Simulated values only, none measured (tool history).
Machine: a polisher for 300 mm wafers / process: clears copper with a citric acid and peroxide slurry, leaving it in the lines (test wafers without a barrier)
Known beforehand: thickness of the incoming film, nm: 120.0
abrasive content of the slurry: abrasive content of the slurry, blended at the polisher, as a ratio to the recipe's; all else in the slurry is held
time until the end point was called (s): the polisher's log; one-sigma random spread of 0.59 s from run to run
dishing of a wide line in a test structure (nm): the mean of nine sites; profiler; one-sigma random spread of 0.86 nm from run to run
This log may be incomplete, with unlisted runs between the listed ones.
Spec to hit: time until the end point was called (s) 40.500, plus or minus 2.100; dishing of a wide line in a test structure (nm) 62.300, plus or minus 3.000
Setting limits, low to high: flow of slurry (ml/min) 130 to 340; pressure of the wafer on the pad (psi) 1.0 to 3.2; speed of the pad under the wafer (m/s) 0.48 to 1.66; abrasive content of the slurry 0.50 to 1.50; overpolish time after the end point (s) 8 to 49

run,hour,flow of slurry (ml/min),pressure of the wafer on the pad (psi),speed of the pad under the wafer (m/s),abrasive content of the slurry,overpolish time after the end point (s),time until the end point was called (s),dishing of a wide line in a test structure (nm)
1,0.0,220,2.1,1.06,1.00,25,78.455,27.099
2,7.0,220,2.3,1.06,1.00,25,71.761,28.462
3,8.5,220,2.4,1.10,1.00,26,65.357,31.901
4,11.5,220,2.4,1.10,0.85,26,68.778,30.660
5,18.9,220,2.4,1.26,0.85,26,61.598,34.992
6,20.3,220,2.5,1.28,0.85,27,58.015,37.174
7,28.7,220,2.6,1.30,0.85,28,53.103,40.349
8,37.2,220,3.1,1.34,0.85,36,43.581,58.989
9,42.4,220,3.2,1.36,0.85,36,43.589,60.492

Pick the move, out of 5, that brings all results within their allowed miss; only one does.
A,47.6,260,3.2,1.26,0.75,38,?,?
B,47.6,185,3.1,1.34,0.85,40,?,?
C,47.6,245,2.8,1.36,0.50,43,?,?
D,47.6,245,3.2,1.14,0.90,42,?,?
E,47.6,170,3.2,1.58,0.60,35,?,?

move,time until the end point was called (s),dishing of a wide line in a test structure (nm)
A,46.398,59.459
B,46.172,61.783
C,53.355,57.959
D,49.506,61.066
E,41.489,60.743
A: its largest miss is bigger than the last run's
B: its largest miss is bigger than the last run's
C: its largest miss is bigger than the last run's
D: its largest miss is bigger than the last run's
E: meets every target
Go with E: it meets all targets.
